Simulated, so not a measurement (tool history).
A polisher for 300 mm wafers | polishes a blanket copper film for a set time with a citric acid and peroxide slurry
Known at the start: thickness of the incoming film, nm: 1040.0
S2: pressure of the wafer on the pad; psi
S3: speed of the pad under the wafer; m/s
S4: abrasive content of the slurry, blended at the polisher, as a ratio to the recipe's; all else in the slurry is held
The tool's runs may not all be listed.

Run 1, day 0: flow of slurry (ml/min) 135, S2 2.3 psi, S3 0.84 m/s, S4 1, polishing time (s) 90. Result: film removed (nm) 101.43.
Run 2, day 0.362: flow of slurry (ml/min) 150, S2 2.3 psi, S3 0.84 m/s, S4 1, polishing time (s) 90. Result: film removed (nm) 104.12.
Run 3, day 0.496: flow of slurry (ml/min) 150, S2 2.5 psi, S3 0.84 m/s, S4 1, polishing time (s) 90. Result: film removed (nm) 109.9.
Run 4, day 0.854: flow of slurry (ml/min) 150, S2 2.1 psi, S3 0.82 m/s, S4 1, polishing time (s) 90. Result: film removed (nm) 93.121.
Run 5, day 1.192: flow of slurry (ml/min) 150, S2 2.1 psi, S3 0.82 m/s, S4 1, polishing time (s) 95. Result: film removed (nm) 101.
Run 6, day 1.304: flow of slurry (ml/min) 150, S2 2.1 psi, S3 0.82 m/s, S4 0.9, polishing time (s) 95. Result: film removed (nm) 98.585.
Run 7, day 1.433: flow of slurry (ml/min) 150, S2 1.8 psi, S3 0.8 m/s, S4 0.9, polishing time (s) 95. Result: film removed (nm) 82.213.

Run 8 comes next. What will it give?
At day 1.546: slurry blender recalibrated.
Run 8, day 1.546: flow of slurry (ml/min) 150, S2 1.7 psi, S3 0.8 m/s, S4 0.9, polishing time (s) 95. Result: film removed (nm) ?.

Run 8 gave film removed (nm) 78.082.
